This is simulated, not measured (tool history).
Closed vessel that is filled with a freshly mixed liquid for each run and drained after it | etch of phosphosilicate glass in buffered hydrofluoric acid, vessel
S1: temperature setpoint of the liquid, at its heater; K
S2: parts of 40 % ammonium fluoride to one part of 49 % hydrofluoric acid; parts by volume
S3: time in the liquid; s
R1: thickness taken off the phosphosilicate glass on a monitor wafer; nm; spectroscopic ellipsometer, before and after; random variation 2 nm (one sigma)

| run | hour | S1 | S2 | S3 | R1 |
|---|---|---|---|---|---|
| 1 | 0 | 295.15 | 18 | 100 | 349.82 |
| 2 | 4.4 | 294.65 | 18 | 100 | 342.96 |
| 3 | 8 | 294.15 | 18 | 100 | 337.04 |
| 4 | 16.2 | 294.15 | 22.5 | 100 | 277.51 |
| 5 | 25 | 294.65 | 22.5 | 100 | 287.22 |
| 6 | 31.7 | 294.65 | 27 | 100 | 252.17 |
| 7 | 37.9 | 295.15 | 27 | 100 | 257.98 |

Run 8 comes next. What will it give?
| 8 | 39.1 | 295.65 | 27 | 100 | ? |

R1: 268.06 nm
